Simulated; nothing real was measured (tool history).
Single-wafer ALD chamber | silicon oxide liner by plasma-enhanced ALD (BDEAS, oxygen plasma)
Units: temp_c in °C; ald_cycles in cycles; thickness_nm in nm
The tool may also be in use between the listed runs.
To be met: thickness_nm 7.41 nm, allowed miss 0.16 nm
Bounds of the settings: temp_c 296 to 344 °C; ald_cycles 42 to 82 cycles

run 1 hour=0 | temp_c=320 ald_cycles=62 | thickness_nm=5.8119
run 2 hour=0.7 | temp_c=320 ald_cycles=64 | thickness_nm=6.0122
run 3 hour=5.5 | temp_c=314 ald_cycles=64 | thickness_nm=6.0861
run 4 hour=8.4 | temp_c=314 ald_cycles=68 | thickness_nm=6.4376
run 5 hour=16.9 | temp_c=307 ald_cycles=68 | thickness_nm=6.4914
run 6 hour=23.1 | temp_c=307 ald_cycles=62 | thickness_nm=5.9225
run 7 hour=28.7 | temp_c=307 ald_cycles=64 | thickness_nm=6.1251
run 8 hour=34.2 | temp_c=307 ald_cycles=65 | thickness_nm=6.2264
run 9 hour=39.3 | temp_c=307 ald_cycles=66 | thickness_nm=6.3207
run 10 hour=45.3 | temp_c=307 ald_cycles=67 | thickness_nm=6.4157

4 next moves are on the table. One of them brings every result within its allowed miss. Which?
run A hour=51.3 | temp_c=310 ald_cycles=77 | thickness_nm=?
run B hour=51.3 | temp_c=314 ald_cycles=65 | thickness_nm=?
run C hour=51.3 | temp_c=299 ald_cycles=81 | thickness_nm=?
run D hour=51.3 | temp_c=298 ald_cycles=80 | thickness_nm=?

move=A thickness_nm=7.311
move=B thickness_nm=6.1318
move=C thickness_nm=7.8965
move=D thickness_nm=7.8311
A: meets every target
B: further off than the last run
C: takes the result that was furthest off past its target
D: takes the result that was furthest off past its target
Answer: A
